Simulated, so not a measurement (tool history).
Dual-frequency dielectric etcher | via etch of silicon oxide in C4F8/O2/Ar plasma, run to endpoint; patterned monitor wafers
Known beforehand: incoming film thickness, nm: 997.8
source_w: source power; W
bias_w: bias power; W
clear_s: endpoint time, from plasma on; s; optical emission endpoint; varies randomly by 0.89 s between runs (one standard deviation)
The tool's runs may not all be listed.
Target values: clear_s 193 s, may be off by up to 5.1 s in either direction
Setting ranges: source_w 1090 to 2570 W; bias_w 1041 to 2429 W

| run | day | source_w | bias_w | clear_s |
|---|---|---|---|---|
| 1 | 0 | 1830 | 1735 | 221.17 |
| 2 | 0.242 | 1950 | 1735 | 215.8 |
| 3 | 0.425 | 1950 | 2038 | 205.38 |
| 4 | 0.629 | 2010 | 2061 | 204.47 |
| 5 | 0.862 | 2080 | 2091 | 199.19 |
| 6 | 1.067 | 1890 | 2091 | 204.88 |
| 7 | 1.175 | 1960 | 2130 | 202.14 |
| 8 | 1.321 | 2010 | 2155 | 201.12 |
| 9 | 1.375 | 2060 | 2181 | 197.3 |

Exercise: of the 5 proposed moves below, exactly one satisfies all targets within the stated allowed misses. Which move is it?
| A | 1.429 | 1870 | 2234 | ? |
| B | 1.429 | 1970 | 2054 | ? |
| C | 1.429 | 2030 | 2066 | ? |
| D | 1.429 | 2370 | 2083 | ? |
| E | 1.429 | 2290 | 1791 | ? |

| move | clear_s |
|---|---|
| A | 202.34 |
| B | 204.12 |
| C | 201.67 |
| D | 190.63 |
| E | 202.06 |
A: further off than the last run
B: further off than the last run
C: further off than the last run
D: each result inside its tolerance
E: further off than the last run
Move D is the one to make.
